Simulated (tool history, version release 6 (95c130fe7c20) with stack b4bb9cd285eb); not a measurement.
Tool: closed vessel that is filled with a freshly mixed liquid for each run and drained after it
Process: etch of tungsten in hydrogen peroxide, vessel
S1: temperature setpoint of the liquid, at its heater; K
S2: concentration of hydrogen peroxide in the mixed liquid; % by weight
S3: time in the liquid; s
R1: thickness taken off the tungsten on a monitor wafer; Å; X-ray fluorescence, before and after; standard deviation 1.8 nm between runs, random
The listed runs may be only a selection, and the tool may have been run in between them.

| run | hour | S1 | S2 | S3 | R1 |
|---|---|---|---|---|---|
| 1 | 0 | 321.15 | 24 | 100 | 2424.6 |
| 2 | 2 | 321.15 | 24 | 110 | 2669.8 |
| 3 | 7.7 | 323.15 | 24 | 110 | 3005.4 |
| 4 | 12.1 | 323.15 | 22 | 110 | 2892.3 |
| 5 | 13.9 | 323.15 | 22 | 100 | 2621.5 |
| 6 | 21.3 | 325.15 | 22 | 100 | 2953.9 |

Run 7 is up next; what results do you expect?
|  | 30.4 | peroxide flow meter replaced |
| 7 | 30.4 | 325.15 | 22 | 100 | ? |

{"run 7": {"R1": 2850.2}}
